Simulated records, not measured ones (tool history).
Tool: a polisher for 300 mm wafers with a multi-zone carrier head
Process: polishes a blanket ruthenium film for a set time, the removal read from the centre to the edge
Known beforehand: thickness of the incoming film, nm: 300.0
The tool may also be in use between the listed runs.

run,hour,flow of slurry (ml/min),pressure of the head's centre zone,pressure of the head's middle zone,pressure of the head's edge zone,polishing time (s),film removed at the wafer's centre (angstrom),film removed at mid-radius (angstrom),film removed at the wafer's edge (angstrom)
1,0,130,1,1,1,65,1151.8,1197.9,1183.5
2,1.2,125,0.99,0.98,0.99,62,1076.7,1111.3,1111.8
3,9.5,100,0.99,0.98,0.99,62,980.45,1042.5,1067.2
4,14.7,100,1.05,0.98,0.99,62,1056.9,1055.1,1076.9
5,18,85,1.05,0.98,0.99,62,974.35,961.04,1031.4
6,24.1,115,1.05,0.98,0.99,62,1096.8,1096.9,1096
7,28.3,110,1.04,0.96,0.98,59,1036.8,1018.8,1031.4
8,32.5,105,1.03,0.95,0.98,57,951.04,956.47,965.44
9,35.7,100,1.03,0.93,0.99,55,890.25,880.85,932.6
10,38.9,100,1.03,0.92,0.98,54,885.33,862.82,927.51
11,44.9,95,0.99,0.88,0.92,37,574.36,570.73,610.72
12,52.2,100,0.99,0.88,0.94,37,596.83,578.39,615.3
13,55.9,100,0.99,0.88,0.97,37,584.01,580.32,636.26
14,58.2,105,0.99,0.88,0.98,37,607.54,593.6,637.63
15,63.6,135,0.94,0.86,1.08,42,692.02,701.31,800.98

The next listed run, before its measurement:
16,65.5,135,0.94,0.86,1.07,42,?,?,?

Run 16 measured film removed at the wafer's centre (angstrom) 691.75, film removed at mid-radius (angstrom) 716.05, film removed at the wafer's edge (angstrom) 796.62.
